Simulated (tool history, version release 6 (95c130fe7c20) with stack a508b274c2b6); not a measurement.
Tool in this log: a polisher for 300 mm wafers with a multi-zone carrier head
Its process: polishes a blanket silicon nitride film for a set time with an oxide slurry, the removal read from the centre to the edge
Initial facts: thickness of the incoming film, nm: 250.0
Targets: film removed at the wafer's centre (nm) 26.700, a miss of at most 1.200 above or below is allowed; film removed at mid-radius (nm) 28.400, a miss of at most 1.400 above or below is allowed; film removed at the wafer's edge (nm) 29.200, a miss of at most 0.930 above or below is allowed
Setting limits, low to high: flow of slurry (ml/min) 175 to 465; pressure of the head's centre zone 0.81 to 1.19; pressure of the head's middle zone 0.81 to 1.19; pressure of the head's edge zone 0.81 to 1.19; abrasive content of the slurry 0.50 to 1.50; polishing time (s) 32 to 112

run	day	flow of slurry (ml/min)	pressure of the head's centre zone	pressure of the head's middle zone	pressure of the head's edge zone	abrasive content of the slurry	polishing time (s)	film removed at the wafer's centre (nm)	film removed at mid-radius (nm)	film removed at the wafer's edge (nm)
1	0.000	295	1.00	1.00	1.00	1.00	72	36.879	38.157	36.645
2	0.254	295	1.00	1.00	1.00	1.00	64	33.240	33.010	32.967
3	0.458	295	1.04	1.00	1.00	1.00	64	33.478	32.993	32.811
4	0.683	285	0.99	0.99	1.01	0.90	64	30.235	31.263	30.532
5	0.712	355	0.99	0.99	1.01	0.90	64	30.592	30.858	31.592
# day 0.921: worn pad replaced by a new one
6	0.921	355	0.96	0.98	1.00	0.85	64	32.407	34.001	34.184
7	1.000	330	0.97	1.00	1.05	0.85	64	33.030	33.967	34.380
8	1.358	315	0.95	0.95	1.01	0.85	64	31.863	31.480	33.607
9	1.529	330	0.93	0.94	0.97	0.75	63	27.878	27.988	29.937
10	1.767	325	0.92	0.95	0.96	0.75	63	27.993	29.447	29.496

Pick the move, out of 4, that brings all results within their allowed miss; only one does.
A	2.004	295	0.81	1.05	0.98	0.70	66	?	?	?
B	2.004	315	1.01	0.91	1.01	0.90	54	?	?	?
C	2.004	360	0.87	0.93	0.95	0.85	57	?	?	?
D	2.004	320	0.90	1.06	1.00	0.65	70	?	?	?

move	film removed at the wafer's centre (nm)	film removed at mid-radius (nm)	film removed at the wafer's edge (nm)
A	25.067	30.704	29.100
B	29.625	27.152	29.492
C	27.110	28.377	29.296
D	27.099	30.862	29.258
A: the result that was furthest off in the last run now lies on the other side of its target
B: the biggest miss grows against the last run
C: all results in spec
D: meets the target for the result that was furthest off, but another lies outside its allowed miss
Correct choice: C, which meets every target

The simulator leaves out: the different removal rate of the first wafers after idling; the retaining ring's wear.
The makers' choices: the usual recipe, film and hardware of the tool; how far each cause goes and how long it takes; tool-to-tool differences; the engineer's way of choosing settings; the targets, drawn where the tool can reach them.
